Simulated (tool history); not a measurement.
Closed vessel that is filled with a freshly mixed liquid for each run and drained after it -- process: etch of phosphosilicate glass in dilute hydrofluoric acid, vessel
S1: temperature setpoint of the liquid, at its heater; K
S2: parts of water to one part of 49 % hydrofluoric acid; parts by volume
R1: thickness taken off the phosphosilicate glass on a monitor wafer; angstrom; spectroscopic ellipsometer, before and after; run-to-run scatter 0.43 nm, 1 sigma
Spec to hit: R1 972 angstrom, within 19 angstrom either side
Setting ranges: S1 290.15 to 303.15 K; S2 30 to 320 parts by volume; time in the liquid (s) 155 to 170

run 1 hour=0 | S1=295.15 S2=175 time_in_the_liquid_(s)=155 | R1=485.11
run 2 hour=6.6 | S1=295.15 S2=205 time_in_the_liquid_(s)=155 | R1=401.72
run 3 hour=9.8 | S1=296.15 S2=195 time_in_the_liquid_(s)=155 | R1=446.01
run 4 hour=17.9 | S1=296.15 S2=235 time_in_the_liquid_(s)=155 | R1=355.02
run 5 hour=23.2 | S1=298.15 S2=235 time_in_the_liquid_(s)=155 | R1=376.86
run 6 hour=28.9 | S1=298.65 S2=220 time_in_the_liquid_(s)=155 | R1=420.93
run 7 hour=33.3 | S1=299.15 S2=205 time_in_the_liquid_(s)=155 | R1=463.86
run 8 hour=36.4 | S1=299.65 S2=190 time_in_the_liquid_(s)=155 | R1=520.61
run 9 hour=40.4 | S1=303.15 S2=120 time_in_the_liquid_(s)=155 | R1=1025.4
run 10 hour=41.7 | S1=302.65 S2=120 time_in_the_liquid_(s)=155 | R1=1000.4

Which one of the following 4 next-run settings gets every result inside its allowed miss? There is exactly one.
run A hour=43 | S1=303.15 S2=120 time_in_the_liquid_(s)=155 | R1=?
run B hour=43 | S1=300.15 S2=110 time_in_the_liquid_(s)=160 | R1=?
run C hour=43 | S1=301.65 S2=115 time_in_the_liquid_(s)=155 | R1=?
run D hour=43 | S1=303.15 S2=135 time_in_the_liquid_(s)=170 | R1=?

move=A R1=1017.2
move=B R1=1037.2
move=C R1=1010.6
move=D R1=971.74
A: misses by more than the last run did
B: misses by more than the last run did
C: misses by more than the last run did
D: in spec on every target
Correct choice: D, which meets every target

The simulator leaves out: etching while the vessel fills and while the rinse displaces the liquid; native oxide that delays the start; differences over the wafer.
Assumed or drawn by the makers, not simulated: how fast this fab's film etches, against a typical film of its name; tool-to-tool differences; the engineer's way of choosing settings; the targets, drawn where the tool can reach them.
